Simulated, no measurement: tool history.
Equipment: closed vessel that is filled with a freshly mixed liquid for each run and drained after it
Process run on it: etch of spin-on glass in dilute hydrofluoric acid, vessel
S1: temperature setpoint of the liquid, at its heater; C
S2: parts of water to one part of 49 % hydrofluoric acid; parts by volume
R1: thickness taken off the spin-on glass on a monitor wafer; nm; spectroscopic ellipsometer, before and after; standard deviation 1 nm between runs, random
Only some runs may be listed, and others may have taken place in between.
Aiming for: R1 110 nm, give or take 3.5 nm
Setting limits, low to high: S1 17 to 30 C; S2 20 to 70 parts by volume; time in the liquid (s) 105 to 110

run 1 day=0 | S1=22 S2=40 time_in_the_liquid_(s)=105 | R1=77.965
run 2 day=0.096 | S1=22 S2=25 time_in_the_liquid_(s)=105 | R1=129.57
run 3 day=0.225 | S1=21 S2=25 time_in_the_liquid_(s)=105 | R1=123.28
run 4 day=0.588 | S1=23.5 S2=25 time_in_the_liquid_(s)=105 | R1=137.97
run 5 day=0.875 | S1=20.5 S2=25 time_in_the_liquid_(s)=105 | R1=121.11
run 6 day=1 | S1=20.5 S2=25 time_in_the_liquid_(s)=105 | R1=119.89
run 7 day=1.254 | S1=20 S2=25 time_in_the_liquid_(s)=105 | R1=118.81
run 8 day=1.4 | S1=19.5 S2=25 time_in_the_liquid_(s)=105 | R1=114.97

Exactly one of the 4 candidate moves below puts every result within its allowed miss. Which one?
run A day=1.546 | S1=17.5 S2=25 time_in_the_liquid_(s)=110 | R1=?
run B day=1.546 | S1=20 S2=25 time_in_the_liquid_(s)=105 | R1=?
run C day=1.546 | S1=20 S2=25 time_in_the_liquid_(s)=110 | R1=?
run D day=1.546 | S1=19.5 S2=25 time_in_the_liquid_(s)=110 | R1=?

move=A R1=110.44
move=B R1=117.58
move=C R1=123.18
move=D R1=120.54
A: each result inside its tolerance
B: further off than the last run
C: further off than the last run
D: further off than the last run
Go with A: it meets all targets.
